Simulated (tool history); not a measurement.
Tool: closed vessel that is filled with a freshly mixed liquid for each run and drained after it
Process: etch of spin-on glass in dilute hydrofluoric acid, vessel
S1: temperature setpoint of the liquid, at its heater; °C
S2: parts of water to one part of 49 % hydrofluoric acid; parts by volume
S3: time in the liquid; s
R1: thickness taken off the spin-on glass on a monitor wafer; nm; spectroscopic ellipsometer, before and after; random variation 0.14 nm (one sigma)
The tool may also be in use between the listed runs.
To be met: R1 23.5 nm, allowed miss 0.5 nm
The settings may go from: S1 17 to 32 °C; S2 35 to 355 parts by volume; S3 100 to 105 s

run,hour,S1,S2,S3,R1
1,0,24,195,100,20.877
2,3.4,24,125,100,35.079
3,8,24,125,100,35.237
4,9.5,26.5,125,100,38.825
5,16.9,25,130,100,34.988
6,20.9,23,130,100,32.475
7,29.3,22,130,100,30.929
8,30.9,21.5,130,100,30.477
9,32.4,21,130,100,29.978
10,39.6,20.5,130,100,29.384
11,41.4,20,130,100,28.703
12,45.2,19.5,130,100,27.868
13,47.1,19,130,100,27.576
14,54.9,18.5,130,100,27.001
15,62.3,17.5,135,100,24.602
16,67.5,17,135,100,24.124

4 next moves are on the table. One of them brings every result within its allowed miss. Which?
A,72.7,20.5,165,105,?
B,72.7,18,140,105,?
C,72.7,17,140,105,?
D,72.7,17.5,140,105,?

move,R1
A,23.237
B,25.418
C,24.396
D,24.903
A: meets every target
B: further off than the last run
C: further off than the last run
D: further off than the last run
Answer: A
